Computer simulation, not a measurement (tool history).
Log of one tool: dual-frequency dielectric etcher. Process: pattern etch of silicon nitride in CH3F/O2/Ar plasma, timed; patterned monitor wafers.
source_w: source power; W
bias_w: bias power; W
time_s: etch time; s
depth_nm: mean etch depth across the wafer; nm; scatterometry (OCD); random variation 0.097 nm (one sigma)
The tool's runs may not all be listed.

run 1 hour=0 | source_w=360 bias_w=68 time_s=29 | depth_nm=21.558
run 2 hour=4.1 | source_w=340 bias_w=64 time_s=28.5 | depth_nm=20.47
run 3 hour=8.5 | source_w=340 bias_w=64 time_s=26.5 | depth_nm=18.941
run 4 hour=16.5 | source_w=320 bias_w=63 time_s=26.5 | depth_nm=18.464
run 5 hour=18.5 | source_w=310 bias_w=63 time_s=26.5 | depth_nm=18.089
run 6 hour=19.6 | source_w=300 bias_w=63 time_s=26.5 | depth_nm=17.829
run 7 hour=25.1 | source_w=290 bias_w=63 time_s=26.5 | depth_nm=17.449

The next listed run, before its measurement:
run 8 hour=27 | source_w=280 bias_w=63 time_s=26.5 | depth_nm=?

{"run 8": {"depth_nm": 17.191}}
